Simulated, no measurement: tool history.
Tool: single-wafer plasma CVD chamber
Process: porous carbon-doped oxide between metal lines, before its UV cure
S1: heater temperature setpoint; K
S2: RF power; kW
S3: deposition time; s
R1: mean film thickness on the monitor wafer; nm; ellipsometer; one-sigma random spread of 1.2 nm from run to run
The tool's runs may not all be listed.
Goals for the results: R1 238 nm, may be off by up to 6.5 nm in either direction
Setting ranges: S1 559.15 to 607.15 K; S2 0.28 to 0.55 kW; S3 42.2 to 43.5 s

run,hour,S1,S2,S3,R1
1,0,583.15,0.415,42.2,192.48
2,4.5,583.15,0.415,42.2,193.22
3,7.4,579.15,0.435,42.3,203.54
4,12.4,570.15,0.435,42.3,218.41
5,15.3,564.15,0.435,42.3,224.81
6,23.1,571.15,0.435,42.3,215.92
7,32,568.15,0.44,42.4,218.89
8,34.5,566.15,0.45,42.5,226.94

Of the 5 settings listed for the next run, only one would bring every result within its allowed miss of target. Which one?
A,37,569.15,0.455,42.2,?
B,37,562.15,0.475,43.5,?
C,37,562.15,0.4,42.7,?
D,37,569.15,0.445,42.2,?
E,37,563.15,0.44,43.5,?

move,R1
A,224.1
B,248.48
C,219.42
D,220.97
E,235.47
A: moves away from the targets compared with the last run
B: carries the result that was furthest off beyond its target, to the other side
C: moves away from the targets compared with the last run
D: moves away from the targets compared with the last run
E: every result within its allowed miss
Go with E: it meets all targets.
